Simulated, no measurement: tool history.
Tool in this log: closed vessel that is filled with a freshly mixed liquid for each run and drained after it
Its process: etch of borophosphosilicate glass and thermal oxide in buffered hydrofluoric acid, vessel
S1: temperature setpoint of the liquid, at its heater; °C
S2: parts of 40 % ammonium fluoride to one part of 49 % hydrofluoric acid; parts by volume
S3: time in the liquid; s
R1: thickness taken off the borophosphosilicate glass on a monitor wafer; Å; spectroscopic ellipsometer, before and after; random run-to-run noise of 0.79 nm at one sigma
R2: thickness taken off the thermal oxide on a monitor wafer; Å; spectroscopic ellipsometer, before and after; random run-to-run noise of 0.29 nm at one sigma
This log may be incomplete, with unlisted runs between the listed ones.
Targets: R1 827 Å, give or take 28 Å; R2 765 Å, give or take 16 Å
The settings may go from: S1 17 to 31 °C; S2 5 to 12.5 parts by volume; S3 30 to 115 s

run	hour	S1	S2	S3	R1	R2
1	0	23	7.5	60	923.83	852.42
2	3.4	22.5	7.5	60	894.59	828.64
3	8	22	7.5	60	873.93	810.13
4	10	22	5.5	60	1150.3	1072
5	15.6	21	5.5	60	1130.9	1017.1
6	20.8	20.5	6	60	1010.3	915.13
7	28.7	20	6	60	963.16	890.49
8	34.9	19.5	6	60	945.67	868.09

Of the 4 settings listed for the next run, only one would bring every result within its allowed miss of target. Which one?
A	41.1	22.5	8.5	80	?	?
B	41.1	17	7.5	75	?	?
C	41.1	20	8	65	?	?
D	41.1	23.5	12	110	?	?

move	R1	R2
A	1058.9	960.6
B	840.45	757.77
C	801.88	725.55
D	1128.6	1027.4
A: misses by more than the last run did
B: every result lands within tolerance
C: moves the result that the last run missed by most past its target, out the other side
D: misses by more than the last run did
B is the move that brings every result within its allowed miss.

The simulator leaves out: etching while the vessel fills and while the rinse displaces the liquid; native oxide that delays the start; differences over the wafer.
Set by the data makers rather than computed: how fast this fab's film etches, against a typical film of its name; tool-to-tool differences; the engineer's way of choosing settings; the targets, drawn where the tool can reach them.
